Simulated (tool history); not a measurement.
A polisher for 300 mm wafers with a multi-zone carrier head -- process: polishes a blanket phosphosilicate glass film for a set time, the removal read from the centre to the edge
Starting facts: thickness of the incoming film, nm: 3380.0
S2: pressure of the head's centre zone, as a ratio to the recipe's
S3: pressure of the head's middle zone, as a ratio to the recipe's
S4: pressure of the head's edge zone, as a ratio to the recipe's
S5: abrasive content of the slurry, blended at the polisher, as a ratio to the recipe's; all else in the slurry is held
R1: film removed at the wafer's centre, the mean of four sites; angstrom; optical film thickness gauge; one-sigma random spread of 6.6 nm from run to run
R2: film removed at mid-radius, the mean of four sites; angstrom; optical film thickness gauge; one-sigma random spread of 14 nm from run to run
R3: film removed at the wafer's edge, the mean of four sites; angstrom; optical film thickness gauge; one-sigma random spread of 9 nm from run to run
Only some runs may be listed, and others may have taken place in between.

run 1 hour=0.0 | flow_of_slurry_(ml/min)=155 S2=1.00 S3=1.00 S4=1.00 S5=1.00 polishing_time_(s)=58 | R1=7351.2 R2=6660.9 R3=6826.3
run 2 hour=8.6 | flow_of_slurry_(ml/min)=155 S2=1.00 S3=1.00 S4=1.05 S5=1.00 polishing_time_(s)=58 | R1=7339.7 R2=6580.6 R3=6929.7
run 3 hour=15.6 | flow_of_slurry_(ml/min)=160 S2=1.00 S3=1.02 S4=1.06 S5=1.05 polishing_time_(s)=58 | R1=7642.5 R2=6894.8 R3=7167.2
run 4 hour=19.6 | flow_of_slurry_(ml/min)=165 S2=1.00 S3=1.04 S4=1.06 S5=1.10 polishing_time_(s)=58 | R1=7741.0 R2=7224.1 R3=7379.5
run 5 hour=27.9 | flow_of_slurry_(ml/min)=165 S2=1.00 S3=1.04 S4=1.06 S5=1.30 polishing_time_(s)=58 | R1=8314.4 R2=7766.9 R3=7979.5
run 6 hour=35.1 | flow_of_slurry_(ml/min)=170 S2=1.01 S3=1.06 S4=1.07 S5=1.30 polishing_time_(s)=58 | R1=8533.3 R2=8033.9 R3=8036.3
run 7 hour=40.4 | flow_of_slurry_(ml/min)=175 S2=1.01 S3=1.07 S4=1.08 S5=1.30 polishing_time_(s)=58 | R1=8569.8 R2=8157.3 R3=8012.9
run 8 hour=45.9 | flow_of_slurry_(ml/min)=180 S2=1.01 S3=1.08 S4=1.09 S5=1.30 polishing_time_(s)=58 | R1=8579.0 R2=8279.6 R3=8141.4
run 9 hour=52.4 | flow_of_slurry_(ml/min)=185 S2=1.02 S3=1.09 S4=1.10 S5=1.30 polishing_time_(s)=58 | R1=8761.3 R2=8390.6 R3=8212.2
run 10 hour=53.0 | flow_of_slurry_(ml/min)=190 S2=1.02 S3=1.10 S4=1.11 S5=1.30 polishing_time_(s)=58 | R1=8843.8 R2=8555.6 R3=8234.7
run 11 hour=60.7 | flow_of_slurry_(ml/min)=195 S2=1.02 S3=1.11 S4=1.12 S5=1.30 polishing_time_(s)=58 | R1=8859.8 R2=8813.6 R3=8239.5
run 12 hour=63.3 | flow_of_slurry_(ml/min)=195 S2=1.02 S3=1.11 S4=1.13 S5=1.30 polishing_time_(s)=58 | R1=8813.2 R2=8612.8 R3=8370.2
-- hour=68.2 centre zone pressure recalibrated
run 13 hour=68.2 | flow_of_slurry_(ml/min)=200 S2=1.03 S3=1.12 S4=1.14 S5=1.30 polishing_time_(s)=58 | R1=8073.9 R2=8724.0 R3=8299.8

Estimate the outcome of run 14 from the log above:
run 14 hour=76.9 | flow_of_slurry_(ml/min)=235 S2=1.04 S3=1.09 S4=1.04 S5=1.50 polishing_time_(s)=61 | R1=? R2=? R3=?

R1: 9302.9 angstrom
R2: 9469.7 angstrom
R3: 9034.8 angstrom
